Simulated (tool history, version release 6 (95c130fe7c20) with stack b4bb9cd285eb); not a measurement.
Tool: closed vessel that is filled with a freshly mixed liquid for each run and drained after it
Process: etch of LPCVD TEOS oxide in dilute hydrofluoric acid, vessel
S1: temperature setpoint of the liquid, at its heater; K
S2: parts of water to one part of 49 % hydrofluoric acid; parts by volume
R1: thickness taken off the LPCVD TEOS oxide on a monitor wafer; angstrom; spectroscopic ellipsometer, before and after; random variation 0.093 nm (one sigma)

run 1 hour=0 | S1=297.15 S2=55 time_in_the_liquid_(s)=30 | R1=91.43
run 2 hour=9.1 | S1=297.15 S2=40 time_in_the_liquid_(s)=30 | R1=129.55
run 3 hour=11.3 | S1=297.15 S2=40 time_in_the_liquid_(s)=30 | R1=129.65
run 4 hour=15.3 | S1=297.15 S2=60 time_in_the_liquid_(s)=30 | R1=84.821
run 5 hour=23.4 | S1=298.15 S2=60 time_in_the_liquid_(s)=30 | R1=87.532
run 6 hour=30.7 | S1=299.15 S2=60 time_in_the_liquid_(s)=30 | R1=91.042
run 7 hour=33.9 | S1=300.15 S2=60 time_in_the_liquid_(s)=30 | R1=94.776
run 8 hour=37.3 | S1=301.15 S2=60 time_in_the_liquid_(s)=30 | R1=98.69
run 9 hour=38.2 | S1=301.65 S2=60 time_in_the_liquid_(s)=30 | R1=99.461
run 10 hour=47 | S1=301.65 S2=60 time_in_the_liquid_(s)=30 | R1=100.15
run 11 hour=55.8 | S1=302.15 S2=60 time_in_the_liquid_(s)=30 | R1=102.51
run 12 hour=57.9 | S1=302.65 S2=60 time_in_the_liquid_(s)=30 | R1=104.92

Forecast run 13:
run 13 hour=61.1 | S1=305.15 S2=50 time_in_the_liquid_(s)=30 | R1=?

{"run 13": {"R1": 141.08}}
